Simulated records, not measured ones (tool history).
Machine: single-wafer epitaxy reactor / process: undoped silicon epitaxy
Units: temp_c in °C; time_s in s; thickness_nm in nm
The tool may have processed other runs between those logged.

Run 1, hour 0: temp_c 660 °C, time_s 513 s. Result: thickness_nm 106.26 nm.
Run 2, hour 2.8: temp_c 657 °C, time_s 507 s. Result: thickness_nm 97.306 nm.
Run 3, hour 4.4: temp_c 655 °C, time_s 504 s. Result: thickness_nm 92.103 nm.
Run 4, hour 9: temp_c 655 °C, time_s 467 s. Result: thickness_nm 84.86 nm.
Run 5, hour 14.5: temp_c 653 °C, time_s 467 s. Result: thickness_nm 81.152 nm.
Run 6, hour 21.4: temp_c 653 °C, time_s 395 s. Result: thickness_nm 68.338 nm.
Run 7, hour 27.5: temp_c 652 °C, time_s 395 s. Result: thickness_nm 67.108 nm.
Run 8, hour 32.6: temp_c 651 °C, time_s 395 s. Result: thickness_nm 65.908 nm.
Run 9, hour 34.8: temp_c 651 °C, time_s 395 s. Result: thickness_nm 65.388 nm.
Run 10, hour 37.9: temp_c 650 °C, time_s 395 s. Result: thickness_nm 63.915 nm.
Run 11, hour 41.2: temp_c 649 °C, time_s 395 s. Result: thickness_nm 61.688 nm.

For run 12, what comes out?
Run 12, hour 43.7: temp_c 647 °C, time_s 395 s. Result: thickness_nm ?.

thickness_nm: 59.497 nm
